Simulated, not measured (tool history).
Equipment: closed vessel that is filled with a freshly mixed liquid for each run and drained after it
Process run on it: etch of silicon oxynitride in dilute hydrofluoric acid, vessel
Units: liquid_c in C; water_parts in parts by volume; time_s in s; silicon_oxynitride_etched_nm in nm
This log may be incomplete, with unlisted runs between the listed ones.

Run 1, hour 0: liquid_c 25 C, water_parts 75 parts by volume, time_s 550 s. Result: silicon_oxynitride_etched_nm 17.709 nm.
Run 2, hour 8.3: liquid_c 27.5 C, water_parts 75 parts by volume, time_s 550 s. Result: silicon_oxynitride_etched_nm 19.678 nm.
Run 3, hour 9.4: liquid_c 29 C, water_parts 75 parts by volume, time_s 550 s. Result: silicon_oxynitride_etched_nm 21.026 nm.
Run 4, hour 17.2: liquid_c 30 C, water_parts 75 parts by volume, time_s 550 s. Result: silicon_oxynitride_etched_nm 22.189 nm.
Run 5, hour 26.2: liquid_c 31 C, water_parts 75 parts by volume, time_s 550 s. Result: silicon_oxynitride_etched_nm 23.327 nm.
Run 6, hour 34.1: liquid_c 31.5 C, water_parts 75 parts by volume, time_s 550 s. Result: silicon_oxynitride_etched_nm 23.677 nm.
Run 7, hour 43.1: liquid_c 32 C, water_parts 75 parts by volume, time_s 550 s. Result: silicon_oxynitride_etched_nm 24.283 nm.

Estimate the outcome of run 8 from the log above:
Run 8, hour 50.5: liquid_c 32.5 C, water_parts 75 parts by volume, time_s 550 s. Result: silicon_oxynitride_etched_nm ?.

Run 8 gave silicon_oxynitride_etched_nm 24.879 nm.
